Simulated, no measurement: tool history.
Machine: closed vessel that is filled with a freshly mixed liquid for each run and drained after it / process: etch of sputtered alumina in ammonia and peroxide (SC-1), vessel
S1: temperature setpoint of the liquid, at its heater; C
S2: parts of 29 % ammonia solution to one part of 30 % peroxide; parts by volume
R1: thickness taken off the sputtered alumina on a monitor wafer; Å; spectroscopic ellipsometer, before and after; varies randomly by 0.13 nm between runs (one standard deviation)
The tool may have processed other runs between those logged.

Run 1, hour 0: S1 59 C, S2 0.8 parts by volume, time in the liquid (s) 110. Result: R1 129.3 Å.
Run 2, hour 5.2: S1 59 C, S2 1 parts by volume, time in the liquid (s) 110. Result: R1 130.87 Å.
Run 3, hour 11.6: S1 59 C, S2 1.1 parts by volume, time in the liquid (s) 110. Result: R1 131.08 Å.
Run 4, hour 19.2: S1 61 C, S2 1.1 parts by volume, time in the liquid (s) 110. Result: R1 148.49 Å.
Run 5, hour 23.6: S1 54 C, S2 1.1 parts by volume, time in the liquid (s) 110. Result: R1 101.78 Å.
Run 6, hour 27: S1 57.5 C, S2 1.1 parts by volume, time in the liquid (s) 110. Result: R1 124.28 Å.
Run 7, hour 29.9: S1 60 C, S2 1.1 parts by volume, time in the liquid (s) 110. Result: R1 140.47 Å.

Predict the results of run 8:
Run 8, hour 31.6: S1 61.5 C, S2 1.1 parts by volume, time in the liquid (s) 110. Result: R1 ?.

R1: 153.39 Å
